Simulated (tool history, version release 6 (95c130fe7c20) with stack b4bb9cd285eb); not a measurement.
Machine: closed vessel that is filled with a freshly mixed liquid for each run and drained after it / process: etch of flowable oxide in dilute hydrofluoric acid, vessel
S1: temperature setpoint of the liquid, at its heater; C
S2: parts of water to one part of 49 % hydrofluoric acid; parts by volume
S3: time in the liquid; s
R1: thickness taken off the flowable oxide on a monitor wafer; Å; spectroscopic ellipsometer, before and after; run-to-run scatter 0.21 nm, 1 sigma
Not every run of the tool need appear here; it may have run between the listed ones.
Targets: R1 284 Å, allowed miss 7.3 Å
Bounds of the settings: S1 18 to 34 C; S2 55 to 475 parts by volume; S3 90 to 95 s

run 1 day=0 | S1=26 S2=265 S3=90 | R1=173.51
run 2 day=0.329 | S1=26 S2=265 S3=95 | R1=182.73
run 3 day=0.446 | S1=26 S2=345 S3=95 | R1=130.12
run 4 day=0.629 | S1=26 S2=385 S3=95 | R1=110
run 5 day=0.729 | S1=28.5 S2=385 S3=95 | R1=122.07
run 6 day=0.808 | S1=31 S2=385 S3=95 | R1=128.27
run 7 day=1.15 | S1=31.5 S2=345 S3=95 | R1=153.37
-- day=1.342 hydrofluoric acid flow meter replaced
run 8 day=1.342 | S1=32 S2=315 S3=95 | R1=200.81
run 9 day=1.579 | S1=32 S2=315 S3=95 | R1=202.37
run 10 day=1.862 | S1=32.5 S2=305 S3=95 | R1=216.3
run 11 day=2.017 | S1=32.5 S2=305 S3=95 | R1=213.96

Exactly one of the 4 candidate moves below puts every result within its allowed miss. Which one?
run A day=2.171 | S1=34 S2=260 S3=90 | R1=?
run B day=2.171 | S1=33.5 S2=255 S3=95 | R1=?
run C day=2.171 | S1=30 S2=235 S3=90 | R1=?
run D day=2.171 | S1=30.5 S2=215 S3=90 | R1=?

move=A R1=261.79
move=B R1=279.05
move=C R1=262.05
move=D R1=298.37
A: nearer than the last run, and not there yet
B: all results in spec
C: nearer than the last run, and not there yet
D: moves the result that the last run missed by most past its target, out the other side
So the answer is move B, the one that meets all the targets.

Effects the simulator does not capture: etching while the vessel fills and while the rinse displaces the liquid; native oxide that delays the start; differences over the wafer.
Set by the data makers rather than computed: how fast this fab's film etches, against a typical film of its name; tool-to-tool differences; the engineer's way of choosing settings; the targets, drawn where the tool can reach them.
